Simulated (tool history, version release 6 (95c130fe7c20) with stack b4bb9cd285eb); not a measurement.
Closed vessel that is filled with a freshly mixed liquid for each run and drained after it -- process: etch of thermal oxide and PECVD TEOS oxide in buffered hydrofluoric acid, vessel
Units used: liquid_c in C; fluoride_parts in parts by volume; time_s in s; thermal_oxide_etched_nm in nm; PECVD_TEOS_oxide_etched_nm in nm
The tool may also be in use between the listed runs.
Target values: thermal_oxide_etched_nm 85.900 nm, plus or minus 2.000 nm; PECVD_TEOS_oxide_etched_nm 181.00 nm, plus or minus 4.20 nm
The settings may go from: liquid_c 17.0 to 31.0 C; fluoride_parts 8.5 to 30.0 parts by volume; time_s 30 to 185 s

run 1 hour=0.0 | liquid_c=23.0 fluoride_parts=23.5 time_s=95 | thermal_oxide_etched_nm=48.688 PECVD_TEOS_oxide_etched_nm=104.26
run 2 hour=3.7 | liquid_c=24.0 fluoride_parts=23.0 time_s=95 | thermal_oxide_etched_nm=53.206 PECVD_TEOS_oxide_etched_nm=110.92
run 3 hour=9.1 | liquid_c=24.0 fluoride_parts=23.0 time_s=110 | thermal_oxide_etched_nm=60.806 PECVD_TEOS_oxide_etched_nm=129.54
run 4 hour=18.3 | liquid_c=25.0 fluoride_parts=23.0 time_s=110 | thermal_oxide_etched_nm=63.595 PECVD_TEOS_oxide_etched_nm=133.83
run 5 hour=23.3 | liquid_c=25.5 fluoride_parts=22.5 time_s=110 | thermal_oxide_etched_nm=67.331 PECVD_TEOS_oxide_etched_nm=140.63
run 6 hour=27.1 | liquid_c=25.5 fluoride_parts=19.5 time_s=110 | thermal_oxide_etched_nm=74.362 PECVD_TEOS_oxide_etched_nm=155.76
run 7 hour=31.3 | liquid_c=26.0 fluoride_parts=19.5 time_s=110 | thermal_oxide_etched_nm=76.185 PECVD_TEOS_oxide_etched_nm=159.82
run 8 hour=33.4 | liquid_c=26.5 fluoride_parts=19.5 time_s=110 | thermal_oxide_etched_nm=78.749 PECVD_TEOS_oxide_etched_nm=165.70
run 9 hour=42.4 | liquid_c=27.5 fluoride_parts=19.5 time_s=110 | thermal_oxide_etched_nm=81.186 PECVD_TEOS_oxide_etched_nm=172.20

4 next moves are on the table. One of them brings every result within its allowed miss. Which?
run A hour=51.4 | liquid_c=31.0 fluoride_parts=20.5 time_s=105 | thermal_oxide_etched_nm=? PECVD_TEOS_oxide_etched_nm=?
run B hour=51.4 | liquid_c=23.0 fluoride_parts=21.5 time_s=145 | thermal_oxide_etched_nm=? PECVD_TEOS_oxide_etched_nm=?
run C hour=51.4 | liquid_c=26.0 fluoride_parts=17.0 time_s=110 | thermal_oxide_etched_nm=? PECVD_TEOS_oxide_etched_nm=?
run D hour=51.4 | liquid_c=26.5 fluoride_parts=19.0 time_s=125 | thermal_oxide_etched_nm=? PECVD_TEOS_oxide_etched_nm=?

move=A thermal_oxide_etched_nm=90.127 PECVD_TEOS_oxide_etched_nm=193.46
move=B thermal_oxide_etched_nm=78.314 PECVD_TEOS_oxide_etched_nm=168.10
move=C thermal_oxide_etched_nm=84.722 PECVD_TEOS_oxide_etched_nm=181.86
move=D thermal_oxide_etched_nm=88.954 PECVD_TEOS_oxide_etched_nm=190.94
A: pushes the last run's worst result past its target
B: the biggest miss grows against the last run
C: meets every target
D: pushes the last run's worst result past its target
The right move is C.
